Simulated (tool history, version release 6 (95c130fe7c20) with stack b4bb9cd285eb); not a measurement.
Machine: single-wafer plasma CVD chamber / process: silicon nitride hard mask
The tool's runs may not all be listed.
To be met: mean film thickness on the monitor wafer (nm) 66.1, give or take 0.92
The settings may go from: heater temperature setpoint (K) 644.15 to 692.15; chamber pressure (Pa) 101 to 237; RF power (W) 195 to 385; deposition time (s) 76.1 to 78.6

run    day  heater temperature setpoint (K)  chamber pressure (Pa)  RF power (W)  deposition time (s)  mean film thickness on the monitor wafer (nm)
  1      0                           668.15                    169           290                 76.1                                         84.915
  2  0.279                           668.15                    169           310                 76.1                                         87.943
  3  0.321                           668.15                    169           340                 76.1                                         92.304
  4   0.65                           657.15                    169           340                 76.1                                         93.292
  5  0.721                           658.15                    155           315                 76.1                                         86.991
  6  0.879                           659.15                    144           295                 76.1                                         81.883
  7  1.146                           660.15                    111           250                 76.1                                         69.115
  8  1.279                           660.15                    109           245                 76.1                                         68.464
  9  1.362                           660.15                    109           245                 76.1                                         68.059
 10  1.492                           660.15                    101           235                 76.1                                         65.307

Exactly one of the 4 candidate moves below puts every result within its allowed miss. Which one?
  A  1.621                           662.15                    101           230                 76.1                                              ?
  B  1.621                           665.15                    113           210                 76.1                                              ?
  C  1.621                           663.15                    101           230                 76.3                                              ?
  D  1.621                           664.15                    131           205                 76.5                                              ?

move  mean film thickness on the monitor wafer (nm)
   A                                         64.295
   B                                         63.457
   C                                         64.438
   D                                         65.838
A: the biggest miss grows against the last run
B: the biggest miss grows against the last run
C: the biggest miss grows against the last run
D: each result inside its tolerance
Move D is the one to make.
